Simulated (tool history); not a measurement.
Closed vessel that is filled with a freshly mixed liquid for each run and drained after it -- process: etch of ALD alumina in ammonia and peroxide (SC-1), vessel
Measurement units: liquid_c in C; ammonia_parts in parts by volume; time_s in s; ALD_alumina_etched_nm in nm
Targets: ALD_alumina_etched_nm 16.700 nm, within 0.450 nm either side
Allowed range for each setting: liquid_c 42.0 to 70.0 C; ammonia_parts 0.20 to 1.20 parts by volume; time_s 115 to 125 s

run,hour,liquid_c,ammonia_parts,time_s,ALD_alumina_etched_nm
1,0.0,58.0,0.70,115,13.812
2,2.1,58.5,0.70,115,14.162
3,7.7,59.0,0.70,115,14.310
4,11.8,59.5,0.70,115,14.858
5,17.2,62.5,0.70,115,17.241
6,20.1,66.5,0.70,115,21.052
7,23.8,66.0,0.70,115,20.515
8,30.1,65.5,0.70,115,19.999
9,32.8,65.0,0.70,115,19.590
10,34.3,64.5,0.70,115,18.985
11,42.8,64.0,0.70,115,18.607

Exercise: of the 5 proposed moves below, exactly one satisfies all targets within the stated allowed misses. Which move is it?
A,51.3,63.5,0.70,115,?
B,51.3,64.0,0.55,115,?
C,51.3,64.5,0.80,120,?
D,51.3,64.0,0.25,115,?
E,51.3,60.0,0.95,115,?

move,ALD_alumina_etched_nm
A,18.115
B,18.156
C,20.123
D,16.853
E,15.613
A: an improvement on the last run, though not all results are within tolerance
B: an improvement on the last run, though not all results are within tolerance
C: misses by more than the last run did
D: each result inside its tolerance
E: takes the result that was furthest off past its target
Correct choice: D, which meets every target

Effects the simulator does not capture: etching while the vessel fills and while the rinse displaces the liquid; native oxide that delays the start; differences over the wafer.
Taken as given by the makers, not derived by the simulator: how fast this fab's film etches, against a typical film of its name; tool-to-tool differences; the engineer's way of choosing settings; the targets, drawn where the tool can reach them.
